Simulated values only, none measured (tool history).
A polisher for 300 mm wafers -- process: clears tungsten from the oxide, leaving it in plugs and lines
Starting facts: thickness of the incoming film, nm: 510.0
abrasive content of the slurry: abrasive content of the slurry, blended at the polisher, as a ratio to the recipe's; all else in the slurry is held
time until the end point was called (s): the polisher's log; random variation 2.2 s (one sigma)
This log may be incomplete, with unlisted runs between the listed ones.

run  hour  flow of slurry (ml/min)  pressure of the wafer on the pad (psi)  speed of the pad under the wafer (m/s)  abrasive content of the slurry  overpolish time after the end point (s)  time until the end point was called (s)
  1   0.0                      305                                     3.2                                    0.98                            1.00                                       25                                   143.91
  2   8.3                      305                                     3.1                                    0.98                            1.00                                       25                                   143.90
  3  16.3                      305                                     3.1                                    0.98                            1.00                                       25                                   146.22
  4  25.0                      305                                     3.1                                    0.98                            1.00                                       26                                   147.82
  5  27.5                      375                                     3.1                                    0.98                            1.00                                       26                                   145.91
  6  28.7                      375                                     3.1                                    0.98                            1.15                                       26                                   138.20
  7  32.5                      375                                     2.9                                    0.98                            1.15                                       26                                   147.42
  8  39.1                      375                                     2.8                                    0.98                            1.15                                       26                                   155.83

What does the tool deliver on the next run?
  9  41.6                      375                                     1.9                                    0.96                            1.15                                       26                                        ?

{"run 9": {"time until the end point was called (s)": 228.33}}
